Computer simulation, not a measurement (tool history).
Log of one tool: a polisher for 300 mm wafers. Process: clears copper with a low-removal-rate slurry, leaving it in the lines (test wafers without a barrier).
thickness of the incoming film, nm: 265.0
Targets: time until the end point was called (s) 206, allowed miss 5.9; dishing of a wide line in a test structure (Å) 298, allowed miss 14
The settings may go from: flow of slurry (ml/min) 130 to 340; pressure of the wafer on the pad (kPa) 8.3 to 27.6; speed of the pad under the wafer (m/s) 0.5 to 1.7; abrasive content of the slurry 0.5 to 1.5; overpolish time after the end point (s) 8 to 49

run	hour	flow of slurry (ml/min)	pressure of the wafer on the pad (kPa)	speed of the pad under the wafer (m/s)	abrasive content of the slurry	overpolish time after the end point (s)	time until the end point was called (s)	dishing of a wide line in a test structure (Å)
1	0	220	17.9	1.1	1	25	102.74	341.32
2	6.4	220	17.9	1.1	1.2	25	100.25	359.63
3	8.4	220	17.9	1.1	1.3	25	97.909	356.35
4	12.3	220	20.7	1.1	1.3	25	85.473	394.38
5	15.5	220	20.7	0.92	1.3	25	103.84	348.33
6	22.6	220	16.5	0.92	1.3	25	122.9	308.92
7	31.3	215	13.8	0.88	1.3	29	146.38	290.57
8	39.4	200	9	0.8	1.3	41	217.65	280.33
9	45.4	210	9	0.8	1.3	41	216.13	287.23
10	46.8	215	9	0.8	1.3	41	215.32	273.69
11	48.5	215	9	0.8	1.3	42	215.92	283.61
12	54.3	220	9	0.8	1.3	42	216.11	283.63

Which of these 5 next moves meets every target?
A	60.1	220	10.3	0.72	1.2	41	?	?
B	60.1	195	9.7	0.84	1.4	46	?	?
C	60.1	250	16.5	0.5	1.15	49	?	?
D	60.1	245	9	0.84	1.3	41	?	?
E	60.1	185	8.3	0.96	1.45	40	?	?

move	time until the end point was called (s)	dishing of a wide line in a test structure (Å)
A	225.03	284.39
B	198.63	332.56
C	224.91	328.76
D	207.32	298.8
E	192.57	307.43
A: further off than the last run
B: takes the result that was furthest off past its target
C: further off than the last run
D: meets every target
E: takes the result that was furthest off past its target
Move D is the one to make.
